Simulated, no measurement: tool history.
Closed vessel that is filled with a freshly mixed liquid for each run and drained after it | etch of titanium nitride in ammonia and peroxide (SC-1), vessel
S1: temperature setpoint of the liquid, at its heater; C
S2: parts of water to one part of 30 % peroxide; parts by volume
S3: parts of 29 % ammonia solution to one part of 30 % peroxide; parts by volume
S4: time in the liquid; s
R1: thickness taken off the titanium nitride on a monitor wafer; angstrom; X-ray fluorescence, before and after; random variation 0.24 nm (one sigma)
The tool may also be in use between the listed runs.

run	hour	S1	S2	S3	S4	R1
1	0	57	21	0.65	415	193.53
2	2.4	61.5	21	0.65	415	261.6
3	5.6	62.5	21	0.65	415	278.89
4	6.9	63.5	21	0.65	415	298.77
5	10.7	64	21	0.65	415	307.06
6	12	64.5	21	0.65	415	316.85
7	15.6	65	21	0.65	415	329.69

The next listed run, before its measurement:
8	19.5	65.5	21	0.65	415	?

{"run 8": {"R1": 339.72}}
